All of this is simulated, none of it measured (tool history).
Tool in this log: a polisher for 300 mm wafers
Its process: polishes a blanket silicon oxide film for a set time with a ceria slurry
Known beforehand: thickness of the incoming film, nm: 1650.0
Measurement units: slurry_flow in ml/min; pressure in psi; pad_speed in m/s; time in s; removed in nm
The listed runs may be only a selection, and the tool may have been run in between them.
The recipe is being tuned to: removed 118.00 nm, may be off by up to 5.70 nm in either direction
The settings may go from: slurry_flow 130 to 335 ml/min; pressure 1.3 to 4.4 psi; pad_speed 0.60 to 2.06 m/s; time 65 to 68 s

{"run": 1, "day": 0.0, "slurry_flow": 215, "pressure": 2.8, "pad_speed": 1.32, "time": 65, "removed": 306.53}
{"run": 2, "day": 0.175, "slurry_flow": 250, "pressure": 2.8, "pad_speed": 1.32, "time": 65, "removed": 306.68}
{"run": 3, "day": 0.35, "slurry_flow": 250, "pressure": 2.4, "pad_speed": 1.18, "time": 65, "removed": 243.33}
{"run": 4, "day": 0.546, "slurry_flow": 250, "pressure": 2.4, "pad_speed": 1.34, "time": 65, "removed": 264.85}
{"run": 5, "day": 0.821, "slurry_flow": 250, "pressure": 2.4, "pad_speed": 1.48, "time": 65, "removed": 288.94}
{"run": 6, "day": 1.167, "slurry_flow": 250, "pressure": 2.1, "pad_speed": 1.28, "time": 65, "removed": 231.64}
{"run": 7, "day": 1.396, "slurry_flow": 250, "pressure": 1.9, "pad_speed": 1.12, "time": 65, "removed": 185.02}
{"run": 8, "day": 1.767, "slurry_flow": 250, "pressure": 1.7, "pad_speed": 1.04, "time": 65, "removed": 156.56}
{"run": 9, "day": 1.867, "slurry_flow": 250, "pressure": 1.6, "pad_speed": 1.0, "time": 65, "removed": 143.96}
{"run": 10, "day": 1.921, "slurry_flow": 245, "pressure": 1.3, "pad_speed": 0.88, "time": 65, "removed": 108.21}
{"run": 11, "day": 2.025, "slurry_flow": 250, "pressure": 1.3, "pad_speed": 0.88, "time": 65, "removed": 108.42}

Which single option among these 5 for the next run brings every result within its allowed miss of target? Just one does.
{"run": "A", "day": 2.129, "slurry_flow": 285, "pressure": 1.3, "pad_speed": 0.76, "time": 68, "removed": "?"}
{"run": "B", "day": 2.129, "slurry_flow": 225, "pressure": 1.3, "pad_speed": 0.8, "time": 65, "removed": "?"}
{"run": "C", "day": 2.129, "slurry_flow": 260, "pressure": 1.3, "pad_speed": 0.74, "time": 65, "removed": "?"}
{"run": "D", "day": 2.129, "slurry_flow": 200, "pressure": 1.3, "pad_speed": 0.98, "time": 68, "removed": "?"}
{"run": "E", "day": 2.129, "slurry_flow": 245, "pressure": 1.3, "pad_speed": 0.82, "time": 65, "removed": "?"}

move=A removed=103.64
move=B removed=100.31
move=C removed=96.48
move=D removed=119.73
move=E removed=102.93
A: its largest miss is bigger than the last run's
B: its largest miss is bigger than the last run's
C: its largest miss is bigger than the last run's
D: each result inside its tolerance
E: its largest miss is bigger than the last run's
The right move is D.

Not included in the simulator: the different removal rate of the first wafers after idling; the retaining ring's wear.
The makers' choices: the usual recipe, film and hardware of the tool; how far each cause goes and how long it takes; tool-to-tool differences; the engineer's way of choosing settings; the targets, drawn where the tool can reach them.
